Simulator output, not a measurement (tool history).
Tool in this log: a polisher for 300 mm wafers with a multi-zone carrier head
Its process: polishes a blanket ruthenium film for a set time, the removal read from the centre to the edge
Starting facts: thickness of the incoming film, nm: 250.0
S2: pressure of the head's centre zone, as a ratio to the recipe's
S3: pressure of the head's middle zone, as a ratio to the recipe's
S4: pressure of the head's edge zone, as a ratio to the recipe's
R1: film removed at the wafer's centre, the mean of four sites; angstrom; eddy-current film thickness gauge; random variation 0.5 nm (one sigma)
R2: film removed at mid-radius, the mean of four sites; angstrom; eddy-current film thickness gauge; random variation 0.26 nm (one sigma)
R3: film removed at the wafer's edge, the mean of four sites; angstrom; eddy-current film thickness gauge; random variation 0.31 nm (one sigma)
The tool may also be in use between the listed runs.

Run 1, day 0: flow of slurry (ml/min) 230, S2 1, S3 1, S4 1, polishing time (s) 39. Result: R1 511.67 angstrom, R2 510.63 angstrom, R3 516.23 angstrom.
Run 2, day 0.092: flow of slurry (ml/min) 280, S2 1, S3 1, S4 1, polishing time (s) 39. Result: R1 513.72 angstrom, R2 530.5 angstrom, R3 521.62 angstrom.
Run 3, day 0.408: flow of slurry (ml/min) 280, S2 0.95, S3 1, S4 1, polishing time (s) 39. Result: R1 513.21 angstrom, R2 520.18 angstrom, R3 520.76 angstrom.
Run 4, day 0.738: flow of slurry (ml/min) 280, S2 0.95, S3 1, S4 1.03, polishing time (s) 39. Result: R1 499.12 angstrom, R2 527.61 angstrom, R3 526.77 angstrom.
Run 5, day 0.996: flow of slurry (ml/min) 280, S2 1.03, S3 1, S4 1.03, polishing time (s) 39. Result: R1 542.18 angstrom, R2 528.97 angstrom, R3 532.93 angstrom.
Run 6, day 1.142: flow of slurry (ml/min) 280, S2 1, S3 0.99, S4 0.98, polishing time (s) 37. Result: R1 492.66 angstrom, R2 499.72 angstrom, R3 492.78 angstrom.
Run 7, day 1.171: flow of slurry (ml/min) 265, S2 0.99, S3 0.98, S4 0.94, polishing time (s) 36. Result: R1 483.91 angstrom, R2 477.71 angstrom, R3 474.17 angstrom.
Run 8, day 1.308: flow of slurry (ml/min) 255, S2 0.96, S3 0.99, S4 0.91, polishing time (s) 35. Result: R1 446.42 angstrom, R2 463.4 angstrom, R3 449.86 angstrom.
At day 1.675: slurry nozzle cleaned.
Run 9, day 1.675: flow of slurry (ml/min) 240, S2 0.96, S3 0.99, S4 0.88, polishing time (s) 35. Result: R1 451.74 angstrom, R2 474.85 angstrom, R3 456.13 angstrom.
Run 10, day 1.717: flow of slurry (ml/min) 250, S2 0.96, S3 0.99, S4 0.87, polishing time (s) 34. Result: R1 451.05 angstrom, R2 460.3 angstrom, R3 437.1 angstrom.
Run 11, day 1.871: flow of slurry (ml/min) 240, S2 0.95, S3 0.99, S4 0.86, polishing time (s) 34. Result: R1 447.62 angstrom, R2 458.31 angstrom, R3 435.46 angstrom.

Expected results for the next run?
Run 12, day 2.108: flow of slurry (ml/min) 235, S2 0.93, S3 0.99, S4 0.85, polishing time (s) 34. Result: R1 ?, R2 ?, R3 ?.

{"run 12": {"R1": 434.43, "R2": 455.67, "R3": 435.91}}
